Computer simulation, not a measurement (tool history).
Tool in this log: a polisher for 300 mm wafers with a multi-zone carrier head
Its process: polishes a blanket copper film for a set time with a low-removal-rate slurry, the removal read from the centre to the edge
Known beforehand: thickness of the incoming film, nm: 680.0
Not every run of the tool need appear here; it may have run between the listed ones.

run	hour	flow of slurry (ml/min)	pressure of the head's centre zone	pressure of the head's middle zone	pressure of the head's edge zone	abrasive content of the slurry	polishing time (s)	film removed at the wafer's centre (angstrom)	film removed at mid-radius (angstrom)	film removed at the wafer's edge (angstrom)
1	0.0	255	1.00	1.00	1.00	1.00	36	800.96	817.39	813.23
2	2.4	255	1.00	0.92	1.00	1.00	36	792.34	754.15	825.06
3	3.4	260	1.02	0.94	1.02	1.10	37	868.94	835.07	874.87
4	4.8	265	1.03	0.94	1.04	1.15	37	880.04	820.68	890.99
5	8.0	265	1.03	0.94	1.04	1.00	37	860.86	802.63	843.58
6	10.5	265	1.04	0.95	1.04	1.10	38	912.52	836.23	904.50
7	19.0	270	1.05	0.97	1.04	1.15	38	927.70	875.67	905.33
8	26.1	270	1.06	0.98	1.05	1.20	39	969.60	907.00	925.10
9	33.9	310	1.06	1.02	1.14	1.45	43	1117.90	1078.40	1163.20
10	39.1	310	1.06	1.02	1.14	1.45	43	1124.00	1067.60	1152.30
11	40.0	310	1.07	1.02	1.13	1.45	43	1130.30	1074.90	1124.50

Estimate the outcome of run 12 from the log above:
12	41.3	310	1.08	1.03	1.11	1.45	43	?	?	?

film removed at the wafer's centre (angstrom): 1145.60
film removed at mid-radius (angstrom): 1073.80
film removed at the wafer's edge (angstrom): 1147.20
